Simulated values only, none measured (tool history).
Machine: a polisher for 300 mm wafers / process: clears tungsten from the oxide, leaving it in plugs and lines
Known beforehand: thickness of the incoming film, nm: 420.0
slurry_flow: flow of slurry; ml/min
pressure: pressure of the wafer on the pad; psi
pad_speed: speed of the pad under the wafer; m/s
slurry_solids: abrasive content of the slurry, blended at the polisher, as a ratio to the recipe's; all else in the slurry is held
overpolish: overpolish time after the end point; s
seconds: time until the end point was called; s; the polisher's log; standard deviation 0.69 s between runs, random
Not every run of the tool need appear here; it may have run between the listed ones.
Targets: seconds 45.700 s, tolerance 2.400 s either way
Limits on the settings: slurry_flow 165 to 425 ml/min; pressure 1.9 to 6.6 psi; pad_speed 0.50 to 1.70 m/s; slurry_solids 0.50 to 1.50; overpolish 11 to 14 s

run	day	slurry_flow	pressure	pad_speed	slurry_solids	overpolish	seconds
1	0.000	275	4.2	1.10	1.00	14	99.635
2	0.171	275	4.2	1.26	1.00	14	83.714
3	0.271	275	4.6	1.28	1.00	14	77.870
4	0.454	275	5.0	1.32	1.00	14	68.423
5	0.567	275	5.0	1.32	1.00	11	69.739
6	0.679	275	5.0	1.32	1.00	11	68.479
7	0.958	275	5.3	1.34	1.00	11	63.958
8	1.062	275	5.5	1.36	1.00	11	63.698
9	1.383	275	5.7	1.40	1.00	11	59.398
# day 1.496: slurry tank refilled with fresh slurry and peroxide
10	1.496	275	5.9	1.44	1.00	11	42.943
11	1.675	275	5.8	1.44	1.00	11	43.287

Below are 5 possible settings for the next run. Only one of them brings all results inside the allowed miss of their targets. Which is it?
A	1.854	275	6.2	1.16	0.95	13	?
B	1.854	255	6.2	1.50	0.95	13	?
C	1.854	245	6.6	1.46	1.05	11	?
D	1.854	340	5.9	1.56	0.85	14	?
E	1.854	230	6.4	1.28	1.10	11	?

move	seconds
A	50.517
B	39.649
C	38.092
D	39.406
E	44.516
A: moves the result that the last run missed by most past its target, out the other side
B: its largest miss is bigger than the last run's
C: its largest miss is bigger than the last run's
D: its largest miss is bigger than the last run's
E: hits every target within its allowed miss
The right move is E.
